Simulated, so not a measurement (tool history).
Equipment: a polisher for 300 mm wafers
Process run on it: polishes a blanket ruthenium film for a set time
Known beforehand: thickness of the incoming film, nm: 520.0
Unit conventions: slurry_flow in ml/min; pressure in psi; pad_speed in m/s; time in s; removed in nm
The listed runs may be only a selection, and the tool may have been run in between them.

run	day	slurry_flow	pressure	pad_speed	time	removed
1	0	230	1.6	1.3	121	114.05
2	0.042	225	1.5	1.3	121	105.27
3	0.3	225	1.5	1.3	121	106.81
4	0.542	205	1.5	1.3	121	105.98
5	0.917	205	1.4	1.3	121	99.489
6	0.967	205	1.6	1.3	121	111.81
7	1.021	200	1.5	1.3	121	105.03
8	1.142	200	1.4	1.3	121	98.968
9	1.329	200	1.3	1.3	121	92.903
10	1.575	200	1.2	1.3	121	85.836

Estimate the outcome of run 11 from the log above:
11	1.704	200	1.1	1.3	121	?

{"run 11": {"removed": 77.855}}

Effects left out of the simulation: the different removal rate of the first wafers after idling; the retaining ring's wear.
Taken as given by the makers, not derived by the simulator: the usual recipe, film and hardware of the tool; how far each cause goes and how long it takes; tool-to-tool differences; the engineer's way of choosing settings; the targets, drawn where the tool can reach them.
